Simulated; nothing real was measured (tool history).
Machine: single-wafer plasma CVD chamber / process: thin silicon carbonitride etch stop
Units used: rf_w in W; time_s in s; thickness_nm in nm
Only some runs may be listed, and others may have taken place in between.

Run 1, hour 0: rf_w 215 W, time_s 9.38 s. Result: thickness_nm 5.5958 nm.
Run 2, hour 2.7: rf_w 215 W, time_s 8.25 s. Result: thickness_nm 4.9007 nm.
Run 3, hour 4.2: rf_w 215 W, time_s 8.72 s. Result: thickness_nm 5.1802 nm.
Run 4, hour 10.5: rf_w 215 W, time_s 9.58 s. Result: thickness_nm 5.6809 nm.
Run 5, hour 16.4: rf_w 230 W, time_s 9.58 s. Result: thickness_nm 5.8455 nm.
Run 6, hour 25.2: rf_w 215 W, time_s 8.94 s. Result: thickness_nm 5.283 nm.
Run 7, hour 27.7: rf_w 205 W, time_s 8.55 s. Result: thickness_nm 4.9921 nm.

Estimate the outcome of run 8 from the log above:
Run 8, hour 31: rf_w 195 W, time_s 8.26 s. Result: thickness_nm ?.

Run 8 came out at thickness_nm 4.7489 nm.
